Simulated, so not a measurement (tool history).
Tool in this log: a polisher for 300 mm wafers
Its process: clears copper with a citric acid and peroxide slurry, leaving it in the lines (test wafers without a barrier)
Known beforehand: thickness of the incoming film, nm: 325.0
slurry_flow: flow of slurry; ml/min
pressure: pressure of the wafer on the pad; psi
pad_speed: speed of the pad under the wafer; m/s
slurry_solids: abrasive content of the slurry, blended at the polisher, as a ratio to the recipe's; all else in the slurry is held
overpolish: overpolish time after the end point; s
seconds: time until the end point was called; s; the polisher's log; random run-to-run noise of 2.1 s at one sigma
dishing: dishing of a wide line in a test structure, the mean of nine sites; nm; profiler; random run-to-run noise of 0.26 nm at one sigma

run 1 day=0.000 | slurry_flow=205 pressure=3.2 pad_speed=1.00 slurry_solids=1.0 overpolish=18 | seconds=152.44 dishing=26.6050
run 2 day=0.125 | slurry_flow=205 pressure=3.2 pad_speed=1.00 slurry_solids=1.2 overpolish=18 | seconds=149.19 dishing=26.5610
run 3 day=0.329 | slurry_flow=255 pressure=3.2 pad_speed=1.00 slurry_solids=1.2 overpolish=18 | seconds=144.72 dishing=27.5220
run 4 day=0.458 | slurry_flow=255 pressure=3.2 pad_speed=1.00 slurry_solids=1.2 overpolish=13 | seconds=144.66 dishing=20.9950
run 5 day=0.688 | slurry_flow=255 pressure=3.0 pad_speed=1.02 slurry_solids=1.3 overpolish=11 | seconds=144.24 dishing=18.0440
run 6 day=0.883 | slurry_flow=240 pressure=3.0 pad_speed=1.02 slurry_solids=1.3 overpolish=11 | seconds=149.82 dishing=17.6860
run 7 day=0.933 | slurry_flow=295 pressure=2.1 pad_speed=1.06 slurry_solids=1.3 overpolish=5 | seconds=178.39 dishing=7.5110

What does the tool deliver on the next run?
run 8 day=1.300 | slurry_flow=290 pressure=2.2 pad_speed=1.06 slurry_solids=1.3 overpolish=6 | seconds=? dishing=?

seconds: 174.01 s
dishing: 8.6787 nm
